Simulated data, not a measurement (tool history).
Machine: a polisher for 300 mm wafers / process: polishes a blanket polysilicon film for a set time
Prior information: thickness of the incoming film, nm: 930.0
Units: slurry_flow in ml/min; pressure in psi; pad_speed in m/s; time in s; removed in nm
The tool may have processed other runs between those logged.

run 1 hour=0.0 | slurry_flow=235 pressure=2.8 pad_speed=0.86 time=31 | removed=179.00
run 2 hour=7.8 | slurry_flow=235 pressure=2.8 pad_speed=0.76 time=31 | removed=160.66
run 3 hour=16.7 | slurry_flow=235 pressure=3.0 pad_speed=0.76 time=31 | removed=169.77
run 4 hour=25.6 | slurry_flow=235 pressure=3.0 pad_speed=0.66 time=31 | removed=148.35
run 5 hour=31.4 | slurry_flow=235 pressure=3.3 pad_speed=0.66 time=31 | removed=160.00
run 6 hour=34.6 | slurry_flow=180 pressure=3.3 pad_speed=0.66 time=31 | removed=156.72
run 7 hour=41.1 | slurry_flow=185 pressure=3.6 pad_speed=0.66 time=31 | removed=167.51

For run 8, what comes out?
run 8 hour=43.4 | slurry_flow=195 pressure=3.8 pad_speed=0.66 time=31 | removed=?

{"run 8": {"removed": 175.07}}

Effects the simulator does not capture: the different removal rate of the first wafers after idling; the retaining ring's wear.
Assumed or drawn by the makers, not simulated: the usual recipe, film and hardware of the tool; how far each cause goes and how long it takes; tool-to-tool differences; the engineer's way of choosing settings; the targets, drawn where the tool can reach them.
